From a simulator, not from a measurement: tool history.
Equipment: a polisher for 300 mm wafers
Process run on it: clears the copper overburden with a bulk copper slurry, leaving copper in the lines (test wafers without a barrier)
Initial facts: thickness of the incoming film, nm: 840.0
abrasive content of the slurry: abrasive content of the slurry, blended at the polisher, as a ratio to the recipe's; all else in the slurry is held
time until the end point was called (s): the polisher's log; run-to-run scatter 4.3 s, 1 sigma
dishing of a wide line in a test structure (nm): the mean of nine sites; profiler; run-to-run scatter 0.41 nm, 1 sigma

run    day  flow of slurry (ml/min)  pressure of the wafer on the pad (psi)  speed of the pad under the wafer (cm/s)  abrasive content of the slurry  overpolish time after the end point (s)  time until the end point was called (s)  dishing of a wide line in a test structure (nm)
  1      0                      125                                     1.8                                       94                               1                                        9                                   187.53                                           25.504
  2  0.058                      120                                     1.7                                       94                               1                                       10                                   197.97                                           26.393
  3  0.079                      115                                     1.6                                       94                               1                                       11                                   215.74                                           26.711
  4  0.254                      115                                     1.6                                       94                               1                                       13                                   209.48                                           31.519
  5  0.388                      110                                     1.5                                       94                               1                                       13                                   235.13                                            29.68
  6  0.579                      105                                     1.5                                       94                               1                                       13                                   236.45                                           28.436
  7  0.921                      100                                     1.5                                       94                               1                                       13                                   247.57                                           29.111
  8  1.146                       95                                     1.5                                       94                               1                                       13                                   244.26                                           26.865
     1.308  -- slurry nozzle cleaned
  9  1.308                       90                                     1.5                                       94                               1                                       13                                   226.45                                           28.906

Estimate the outcome of run 10 from the log above:
 10  1.475                       95                                     1.5                                       94                               1                                       13                                        ?                                                ?

time until the end point was called (s): 232.06
dishing of a wide line in a test structure (nm): 29.168
